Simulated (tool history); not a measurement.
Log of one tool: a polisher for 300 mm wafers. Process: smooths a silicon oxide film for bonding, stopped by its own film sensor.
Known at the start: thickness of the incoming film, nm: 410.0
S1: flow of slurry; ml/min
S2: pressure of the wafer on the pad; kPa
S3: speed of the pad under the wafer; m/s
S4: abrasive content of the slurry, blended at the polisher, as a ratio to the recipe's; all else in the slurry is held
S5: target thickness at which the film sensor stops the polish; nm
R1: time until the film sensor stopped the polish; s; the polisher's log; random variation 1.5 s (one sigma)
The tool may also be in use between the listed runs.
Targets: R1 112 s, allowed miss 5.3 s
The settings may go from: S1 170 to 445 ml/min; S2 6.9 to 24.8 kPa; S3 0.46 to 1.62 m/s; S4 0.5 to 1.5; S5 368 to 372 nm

Run 1, hour 0: S1 285 ml/min, S2 15.9 kPa, S3 1.04 m/s, S4 1, S5 368 nm. Result: R1 53.2 s.
Run 2, hour 2.2: S1 285 ml/min, S2 15.9 kPa, S3 1.04 m/s, S4 1, S5 368 nm. Result: R1 54.914 s.
Run 3, hour 3.6: S1 285 ml/min, S2 20 kPa, S3 1.04 m/s, S4 1, S5 368 nm. Result: R1 43.709 s.
Run 4, hour 7.8: S1 310 ml/min, S2 20 kPa, S3 1.04 m/s, S4 1, S5 368 nm. Result: R1 43.426 s.
Run 5, hour 11.5: S1 310 ml/min, S2 20 kPa, S3 1.04 m/s, S4 1, S5 372 nm. Result: R1 38.411 s.
Run 6, hour 12.1: S1 305 ml/min, S2 18.6 kPa, S3 1 m/s, S4 1, S5 372 nm. Result: R1 43.241 s.
Run 7, hour 20.6: S1 305 ml/min, S2 14.5 kPa, S3 0.72 m/s, S4 0.95, S5 372 nm. Result: R1 72.617 s.
Run 8, hour 27.5: S1 305 ml/min, S2 13.8 kPa, S3 0.72 m/s, S4 0.95, S5 372 nm. Result: R1 77.23 s.

Which of these 5 next moves meets every target?
Run A, hour 34.4: S1 195 ml/min, S2 18.6 kPa, S3 0.72 m/s, S4 0.7, S5 372 nm. Result: R1 ?.
Run B, hour 34.4: S1 285 ml/min, S2 18.6 kPa, S3 0.72 m/s, S4 1.2, S5 368 nm. Result: R1 ?.
Run C, hour 34.4: S1 305 ml/min, S2 13.1 kPa, S3 0.66 m/s, S4 0.85, S5 369 nm. Result: R1 ?.
Run D, hour 34.4: S1 340 ml/min, S2 7.6 kPa, S3 0.88 m/s, S4 1.2, S5 369 nm. Result: R1 ?.
Run E, hour 34.4: S1 265 ml/min, S2 17.2 kPa, S3 0.68 m/s, S4 1.05, S5 371 nm. Result: R1 ?.

move      R1
   A  69.382
   B  57.669
   C  97.415
   D   111.6
   E  64.236
A: further off than the last run
B: further off than the last run
C: nearer than the last run, and not there yet
D: meets every target
E: further off than the last run
Answer: D
